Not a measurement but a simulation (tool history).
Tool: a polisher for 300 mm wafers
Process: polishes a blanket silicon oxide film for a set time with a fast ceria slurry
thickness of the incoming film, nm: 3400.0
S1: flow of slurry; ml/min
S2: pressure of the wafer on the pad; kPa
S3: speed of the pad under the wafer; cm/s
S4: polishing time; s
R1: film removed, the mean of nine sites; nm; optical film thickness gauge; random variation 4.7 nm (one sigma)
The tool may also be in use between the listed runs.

run	hour	S1	S2	S3	S4	R1
1	0.0	285	13.1	90	117	1173.30
2	1.3	340	13.1	90	117	1201.60
3	5.8	335	11.7	84	117	1010.70
4	7.6	330	11.0	80	117	909.86
5	12.0	330	11.0	90	117	1005.40
6	19.8	370	11.0	90	117	1010.50
7	23.5	370	10.3	84	117	906.85
8	27.9	370	9.7	78	117	784.99

The next listed run, before its measurement:
9	34.6	370	9.0	74	117	?

Run 9 gave R1 699.42 nm.
